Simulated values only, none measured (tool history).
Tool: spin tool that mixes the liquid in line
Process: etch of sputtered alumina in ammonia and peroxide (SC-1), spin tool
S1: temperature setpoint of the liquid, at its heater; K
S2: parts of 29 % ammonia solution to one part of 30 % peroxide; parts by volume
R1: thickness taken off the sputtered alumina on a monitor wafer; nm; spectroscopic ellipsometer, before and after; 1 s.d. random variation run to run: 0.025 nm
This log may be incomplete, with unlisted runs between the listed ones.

Run 1, day 0.000: S1 326.15 K, S2 0.70 parts by volume, time under the liquid (s) 180. Result: R1 10.950 nm.
Run 2, day 0.279: S1 324.65 K, S2 0.70 parts by volume, time under the liquid (s) 180. Result: R1 10.120 nm.
Run 3, day 0.521: S1 331.65 K, S2 0.70 parts by volume, time under the liquid (s) 180. Result: R1 14.683 nm.
Run 4, day 0.892: S1 329.15 K, S2 0.70 parts by volume, time under the liquid (s) 180. Result: R1 12.853 nm.
Run 5, day 1.096: S1 329.15 K, S2 0.85 parts by volume, time under the liquid (s) 180. Result: R1 13.229 nm.
Run 6, day 1.254: S1 327.15 K, S2 0.85 parts by volume, time under the liquid (s) 180. Result: R1 11.775 nm.
Run 7, day 1.358: S1 325.15 K, S2 0.85 parts by volume, time under the liquid (s) 180. Result: R1 10.666 nm.

Estimate the outcome of run 8 from the log above:
Run 8, day 1.483: S1 325.15 K, S2 0.85 parts by volume, time under the liquid (s) 180. Result: R1 ?.

Run 8 gave R1 10.642 nm.

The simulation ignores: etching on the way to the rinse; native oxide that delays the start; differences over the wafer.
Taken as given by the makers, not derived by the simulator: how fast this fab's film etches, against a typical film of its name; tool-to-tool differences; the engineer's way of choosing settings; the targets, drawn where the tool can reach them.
